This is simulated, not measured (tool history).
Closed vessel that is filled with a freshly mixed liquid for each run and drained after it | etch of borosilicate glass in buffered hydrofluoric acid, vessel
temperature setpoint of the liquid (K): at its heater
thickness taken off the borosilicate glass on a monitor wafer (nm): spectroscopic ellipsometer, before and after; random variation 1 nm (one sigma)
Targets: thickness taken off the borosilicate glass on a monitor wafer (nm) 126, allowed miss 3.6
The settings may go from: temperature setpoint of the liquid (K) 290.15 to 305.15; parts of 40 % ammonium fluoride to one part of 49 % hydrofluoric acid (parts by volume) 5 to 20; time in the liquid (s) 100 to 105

| run | hour | temperature setpoint of the liquid (K) | parts of 40 % ammonium fluoride to one part of 49 % hydrofluoric acid (parts by volume) | time in the liquid (s) | thickness taken off the borosilicate glass on a monitor wafer (nm) |
|---|---|---|---|---|---|
| 1 | 0 | 297.15 | 12 | 100 | 92.805 |
| 2 | 4.3 | 297.15 | 13.5 | 100 | 83.627 |
| 3 | 5.5 | 298.65 | 13.5 | 100 | 90.185 |
| 4 | 8.8 | 297.15 | 13.5 | 100 | 84.147 |
| 5 | 17.9 | 298.65 | 13.5 | 100 | 90.743 |
| 6 | 24.2 | 299.65 | 13.5 | 100 | 96.556 |
| 7 | 27.5 | 299.65 | 13.5 | 100 | 95.228 |
| 8 | 33.2 | 300.65 | 13.5 | 100 | 100.64 |
| 9 | 38.5 | 301.15 | 13.5 | 100 | 102.38 |
| 10 | 42.3 | 301.65 | 13.5 | 100 | 105.87 |

4 next moves are on the table. One of them brings every result within its allowed miss. Which?
| A | 46.1 | 298.65 | 13 | 100 | ? |
| B | 46.1 | 304.15 | 13 | 100 | ? |
| C | 46.1 | 304.15 | 14.5 | 105 | ? |
| D | 46.1 | 301.65 | 13 | 105 | ? |

| move | thickness taken off the borosilicate glass on a monitor wafer (nm) |
|---|---|
| A | 94.633 |
| B | 126.18 |
| C | 118.97 |
| D | 116.38 |
A: further off than the last run
B: meets every target
C: nearer than the last run, and not there yet
D: nearer than the last run, and not there yet
The right move is B.
